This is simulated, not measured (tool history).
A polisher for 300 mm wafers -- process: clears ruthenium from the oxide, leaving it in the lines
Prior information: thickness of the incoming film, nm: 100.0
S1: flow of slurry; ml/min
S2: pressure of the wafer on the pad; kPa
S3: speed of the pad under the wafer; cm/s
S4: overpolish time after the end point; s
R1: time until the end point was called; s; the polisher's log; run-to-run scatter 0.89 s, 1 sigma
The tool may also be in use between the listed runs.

run,hour,S1,S2,S3,S4,R1
1,0.0,180,18.6,82,42,97.778
2,5.2,180,18.6,82,45,95.386
3,9.0,180,20.0,82,45,87.918
4,10.3,180,21.4,82,45,85.747
5,16.5,180,21.4,96,45,72.336
6,17.3,180,21.4,96,42,73.145
7,25.4,180,22.1,96,42,68.305
8,27.1,180,22.8,96,42,67.124
9,34.1,180,23.4,96,42,64.916

For run 10, what comes out?
10,39.0,180,24.1,96,42,?

Logged for run 10: R1 63.193 s.
